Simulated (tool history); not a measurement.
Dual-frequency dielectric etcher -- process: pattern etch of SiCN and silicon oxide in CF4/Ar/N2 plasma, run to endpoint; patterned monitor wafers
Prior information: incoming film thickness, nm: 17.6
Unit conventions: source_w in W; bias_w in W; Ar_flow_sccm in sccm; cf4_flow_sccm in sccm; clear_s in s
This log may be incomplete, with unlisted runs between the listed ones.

run,hour,source_w,bias_w,Ar_flow_sccm,cf4_flow_sccm,clear_s
1,0.0,400,60,124,60,24.611
2,6.7,410,60,124,60,24.193
3,10.1,410,60,114,60,23.949
4,18.8,420,60,114,60,23.258
5,20.4,370,60,114,60,25.737
6,26.5,370,67,114,60,25.070
7,35.1,380,67,114,60,24.784
8,41.2,390,67,114,60,24.078
9,47.0,400,67,114,60,23.855
10,55.0,410,67,114,60,23.053
11,63.7,420,67,114,60,22.574
12,71.8,430,67,114,60,22.252

For run 13, what comes out?
13,79.0,440,67,114,60,?

{"run 13": {"clear_s": 21.837}}
